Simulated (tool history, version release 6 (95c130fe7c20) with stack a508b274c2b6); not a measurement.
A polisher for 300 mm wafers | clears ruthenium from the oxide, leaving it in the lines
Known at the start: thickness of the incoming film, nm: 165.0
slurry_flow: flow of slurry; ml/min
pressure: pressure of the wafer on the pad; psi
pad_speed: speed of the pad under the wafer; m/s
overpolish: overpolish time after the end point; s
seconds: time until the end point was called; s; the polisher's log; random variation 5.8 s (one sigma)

run	hour	slurry_flow	pressure	pad_speed	overpolish	seconds
1	0	295	2.1	0.9	17	146.15
2	5.2	295	1.7	0.9	17	176.72
3	10.7	295	1.6	0.84	17	212.16
4	12.5	295	1.8	0.84	17	181.56
5	21.3	255	1.8	0.84	17	181.03
6	25.3	255	1.7	0.8	17	205.69
7	33	255	1.6	0.78	17	222.89
8	36.2	255	1.5	0.76	17	246.62
9	44.2	255	1.4	0.76	17	259.46
10	53.2	255	1.3	0.74	17	284.86

Run 11 comes next. What will it give?
11	58.4	255	1.2	0.74	17	?

seconds: 305.49 s
